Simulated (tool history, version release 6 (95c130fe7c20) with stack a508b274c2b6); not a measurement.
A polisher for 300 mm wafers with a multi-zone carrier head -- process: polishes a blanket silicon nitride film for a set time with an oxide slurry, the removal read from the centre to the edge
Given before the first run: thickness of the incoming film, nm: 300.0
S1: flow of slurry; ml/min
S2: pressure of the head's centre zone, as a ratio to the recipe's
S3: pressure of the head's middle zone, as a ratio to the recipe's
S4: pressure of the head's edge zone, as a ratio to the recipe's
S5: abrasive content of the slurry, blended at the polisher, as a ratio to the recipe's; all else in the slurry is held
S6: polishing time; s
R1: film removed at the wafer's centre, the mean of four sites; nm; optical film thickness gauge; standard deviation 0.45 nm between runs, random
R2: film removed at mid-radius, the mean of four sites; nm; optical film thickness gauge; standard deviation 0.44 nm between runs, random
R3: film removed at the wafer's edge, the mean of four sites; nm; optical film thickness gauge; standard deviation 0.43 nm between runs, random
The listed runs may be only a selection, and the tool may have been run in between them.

| run | day | S1 | S2 | S3 | S4 | S5 | S6 | R1 | R2 | R3 |
|---|---|---|---|---|---|---|---|---|---|---|
| 1 | 0 | 285 | 1 | 1 | 1 | 1 | 51 | 44.011 | 45.697 | 42.913 |
| 2 | 0.242 | 285 | 1 | 1 | 1 | 0.8 | 51 | 40.422 | 41.001 | 39.726 |
| 3 | 0.588 | 285 | 0.99 | 1.01 | 0.99 | 0.75 | 51 | 38.723 | 39.996 | 37.311 |
| 4 | 0.754 | 285 | 0.98 | 1 | 0.98 | 0.75 | 51 | 38.108 | 39.853 | 38.528 |
| 5 | 0.917 | 285 | 0.98 | 1.01 | 0.98 | 0.7 | 51 | 37.226 | 39.493 | 36.855 |
| 6 | 1.221 | 285 | 0.98 | 1.01 | 0.97 | 0.7 | 51 | 37.866 | 38.913 | 37.358 |
| 7 | 1.367 | 285 | 0.98 | 1.02 | 0.97 | 0.7 | 51 | 37.186 | 39.198 | 36.944 |
| 8 | 1.642 | 285 | 0.95 | 1.02 | 0.89 | 0.5 | 49 | 29.385 | 32.843 | 29.737 |
| 9 | 1.888 | 285 | 0.95 | 1.02 | 0.9 | 0.5 | 49 | 29.608 | 32.841 | 29.343 |

The next listed run, before its measurement:
| 10 | 2.033 | 285 | 0.95 | 1.02 | 0.91 | 0.5 | 49 | ? | ? | ? |

R1: 29.556 nm
R2: 32.524 nm
R3: 28.906 nm
